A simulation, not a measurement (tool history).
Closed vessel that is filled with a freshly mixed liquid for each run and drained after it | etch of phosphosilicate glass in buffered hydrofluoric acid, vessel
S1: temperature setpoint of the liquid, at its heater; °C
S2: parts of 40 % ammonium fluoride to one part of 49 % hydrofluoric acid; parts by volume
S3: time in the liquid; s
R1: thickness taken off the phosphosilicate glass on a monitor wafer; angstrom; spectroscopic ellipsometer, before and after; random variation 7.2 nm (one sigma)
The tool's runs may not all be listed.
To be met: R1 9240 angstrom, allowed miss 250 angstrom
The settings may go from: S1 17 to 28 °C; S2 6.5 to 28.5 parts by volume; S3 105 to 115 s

| run | day | S1 | S2 | S3 | R1 |
|---|---|---|---|---|---|
| 1 | 0 | 20 | 17.5 | 105 | 4130.5 |
| 2 | 0.288 | 22 | 16 | 105 | 4964.1 |
| 3 | 0.425 | 22 | 16 | 105 | 5007.5 |
| 4 | 0.658 | 23.5 | 14.5 | 105 | 5997.1 |
| 5 | 0.788 | 23.5 | 14.5 | 115 | 6559.9 |
| 6 | 0.888 | 23.5 | 19 | 115 | 5053.7 |
| 7 | 1.017 | 24.5 | 17.5 | 115 | 5737.4 |
| 8 | 1.112 | 25.5 | 16 | 115 | 6549.5 |
| 9 | 1.333 | 26 | 15 | 115 | 7322.9 |
| 10 | 1.583 | 26.5 | 14.5 | 115 | 7686.3 |
| 11 | 1.717 | 27 | 14 | 115 | 8115.6 |
| 12 | 1.996 | 27 | 13.5 | 115 | 8377.2 |

4 next moves are on the table. One of them brings every result within its allowed miss. Which?
| A | 2.275 | 26.5 | 13 | 105 | ? |
| B | 2.275 | 25 | 10.5 | 110 | ? |
| C | 2.275 | 27 | 12 | 105 | ? |
| D | 2.275 | 26 | 10 | 105 | ? |

| move | R1 |
|---|---|
| A | 7808 |
| B | 9292.8 |
| C | 8672.9 |
| D | 9817.4 |
A: further off than the last run
B: meets every target
C: nearer than the last run, and not there yet
D: takes the result that was furthest off past its target
The right move is B.
